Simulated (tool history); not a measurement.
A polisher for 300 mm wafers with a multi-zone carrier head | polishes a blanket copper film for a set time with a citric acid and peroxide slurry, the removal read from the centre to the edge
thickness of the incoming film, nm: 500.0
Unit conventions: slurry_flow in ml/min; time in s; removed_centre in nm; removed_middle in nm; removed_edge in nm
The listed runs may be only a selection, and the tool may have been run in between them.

| run | hour | slurry_flow | centre_zone | middle_zone | edge_zone | slurry_solids | time | removed_centre | removed_middle | removed_edge |
|---|---|---|---|---|---|---|---|---|---|---|
| 1 | 0.0 | 300 | 1.00 | 1.00 | 1.00 | 1.00 | 81 | 118.750 | 122.400 | 123.180 |
| 2 | 4.4 | 300 | 1.00 | 1.00 | 0.95 | 1.00 | 81 | 119.410 | 120.690 | 122.910 |
| 3 | 6.3 | 300 | 1.00 | 1.00 | 0.95 | 1.00 | 73 | 106.260 | 110.360 | 109.420 |
| 4 | 8.0 | 300 | 1.00 | 1.00 | 0.95 | 1.00 | 80 | 117.650 | 121.600 | 118.490 |
| 5 | 9.2 | 300 | 1.00 | 1.00 | 1.01 | 1.00 | 80 | 116.210 | 121.240 | 123.970 |
| 6 | 16.3 | 285 | 1.04 | 0.94 | 0.99 | 0.85 | 72 | 106.140 | 98.952 | 104.120 |
| 7 | 18.7 | 285 | 1.04 | 0.94 | 0.99 | 0.85 | 72 | 105.750 | 97.302 | 105.770 |
| 8 | 24.8 | 265 | 1.09 | 0.84 | 0.91 | 0.60 | 53 | 73.568 | 60.134 | 67.832 |
| 9 | 31.5 | 285 | 1.11 | 0.85 | 0.96 | 0.60 | 53 | 74.795 | 60.329 | 70.301 |

Run 10 is up next; what results do you expect?
| 10 | 35.4 | 320 | 1.19 | 0.92 | 1.05 | 0.80 | 54 | ? | ? | ? |

removed_centre: 89.144 nm
removed_middle: 71.438 nm
removed_edge: 80.616 nm

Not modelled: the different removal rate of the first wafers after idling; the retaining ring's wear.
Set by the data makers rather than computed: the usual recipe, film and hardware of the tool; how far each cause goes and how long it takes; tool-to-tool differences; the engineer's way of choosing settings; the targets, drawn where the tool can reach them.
